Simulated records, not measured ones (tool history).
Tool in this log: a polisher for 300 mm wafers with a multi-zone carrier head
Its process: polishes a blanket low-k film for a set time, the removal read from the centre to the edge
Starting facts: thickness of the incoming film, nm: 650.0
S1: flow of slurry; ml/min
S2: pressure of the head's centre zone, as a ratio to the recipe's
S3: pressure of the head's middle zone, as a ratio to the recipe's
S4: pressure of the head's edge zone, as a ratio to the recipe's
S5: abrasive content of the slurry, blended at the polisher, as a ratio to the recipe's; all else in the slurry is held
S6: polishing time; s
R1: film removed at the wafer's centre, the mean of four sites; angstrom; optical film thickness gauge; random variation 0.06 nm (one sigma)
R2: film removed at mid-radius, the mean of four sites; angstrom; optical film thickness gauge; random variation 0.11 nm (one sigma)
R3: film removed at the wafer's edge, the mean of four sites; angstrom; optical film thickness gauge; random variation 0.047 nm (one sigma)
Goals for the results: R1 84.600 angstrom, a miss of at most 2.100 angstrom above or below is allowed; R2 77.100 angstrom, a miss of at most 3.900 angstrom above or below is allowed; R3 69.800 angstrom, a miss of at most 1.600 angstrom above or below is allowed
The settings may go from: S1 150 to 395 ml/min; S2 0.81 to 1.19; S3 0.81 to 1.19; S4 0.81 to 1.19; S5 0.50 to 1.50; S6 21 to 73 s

run  hour   S1    S2    S3    S4    S5  S6       R1       R2       R3
  1   0.0  250  1.00  1.00  1.00  1.00  47  111.080  106.160  107.330
  2   6.7  250  1.00  1.00  1.00  1.00  53  123.880  120.630  121.360
  3  13.3  250  1.00  1.00  1.00  1.00  63  146.560  141.800  143.380
  4  21.7  255  1.02  1.01  0.95  0.85  56  119.950  116.470  112.230
  5  22.3  255  1.02  1.06  0.95  0.85  56  119.530  118.330  111.710
  6  24.2  255  1.04  1.04  0.92  0.75  53  106.420  100.430   94.728
  7  31.9  240  1.04  1.04  0.89  0.65  53   94.399   88.238   83.815
     36.2  -- worn pad replaced by a new one
  8  36.2  170  1.10  1.09  0.81  0.55  53   90.940   85.478   75.044
  9  39.3  175  1.10  1.08  0.81  0.55  52   91.258   83.174   74.920
 10  40.8  185  1.10  1.08  0.81  0.55  51   90.437   84.468   73.254
 11  46.6  185  1.10  1.07  0.81  0.55  51   89.161   85.821   72.607
 12  55.0  175  1.11  1.07  0.83  0.55  50   87.843   79.373   71.328
 13  63.0  170  1.11  1.07  0.83  0.55  50   86.664   83.632   71.994
 14  69.7  180  1.11  1.00  0.82  0.50  50   79.346   69.854   65.349
 15  74.1  195  1.11  1.01  0.83  0.50  50   79.728   71.110   64.810

Of the 4 settings listed for the next run, only one would bring every result within its allowed miss of target. Which one?
  A  78.5  220  1.14  0.90  0.90  0.50  51   ?   ?   ?
  B  78.5  255  1.10  1.05  0.84  0.55  47   ?   ?   ?
  C  78.5  150  1.07  0.88  0.94  0.50  54   ?   ?   ?
  D  78.5  195  1.12  1.07  0.81  0.60  43   ?   ?   ?

move      R1      R2      R3
   A  83.650  66.952  68.960
   B  84.141  78.030  69.203
   C  79.917  67.388  72.623
   D  83.550  77.358  66.944
A: brings the result that was furthest off to its target, and leaves another outside
B: every result within its allowed miss
C: takes the biggest miss from the last run beyond its target
D: nearer the targets than the last run, but a result is still out of spec
Go with B: it meets all targets.
